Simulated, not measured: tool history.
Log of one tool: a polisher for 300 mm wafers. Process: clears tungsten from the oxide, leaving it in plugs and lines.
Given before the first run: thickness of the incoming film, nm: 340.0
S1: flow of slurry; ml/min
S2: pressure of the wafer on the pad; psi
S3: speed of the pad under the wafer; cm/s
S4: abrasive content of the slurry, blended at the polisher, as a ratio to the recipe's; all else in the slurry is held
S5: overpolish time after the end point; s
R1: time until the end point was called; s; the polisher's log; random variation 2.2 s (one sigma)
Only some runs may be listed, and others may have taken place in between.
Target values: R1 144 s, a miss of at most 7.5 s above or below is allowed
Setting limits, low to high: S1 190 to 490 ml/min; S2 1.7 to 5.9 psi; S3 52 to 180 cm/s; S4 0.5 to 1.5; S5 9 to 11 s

run,hour,S1,S2,S3,S4,S5,R1
1,0,315,3.8,116,1,11,90.826
2,1.1,315,3.8,116,1,9,89.478
3,9.8,315,3.8,132,1,9,80.896
4,15.9,315,3.3,130,1,9,95.252
5,18.6,315,3.3,130,1.2,9,87.082
6,19.7,315,3.8,130,1.2,9,75.832
7,25.9,315,3.8,130,1.2,9,77.468
8,33.5,315,3.3,126,1.2,9,90.863
9,37.1,315,2.9,124,1.2,9,105.58
10,41.6,315,2.6,124,1.2,9,116.22
11,47.8,315,2.4,124,1.2,9,123.96
12,55.7,315,2.3,124,1.2,9,128.88
13,64.2,315,2.3,124,1.2,9,128.65
14,69.2,315,1.8,122,1.2,9,166.04

Of the 4 settings listed for the next run, only one would bring every result within its allowed miss of target. Which one?
A,74.2,490,2.7,86,1.5,11,?
B,74.2,245,1.8,132,1.15,9,?
C,74.2,210,2.7,92,1.15,11,?
D,74.2,315,1.8,124,1.25,10,?

move,R1
A,143.72
B,160.7
C,157.56
D,162.19
A: all results in spec
B: an improvement on the last run, though not all results are within tolerance
C: an improvement on the last run, though not all results are within tolerance
D: an improvement on the last run, though not all results are within tolerance
A meets every target.
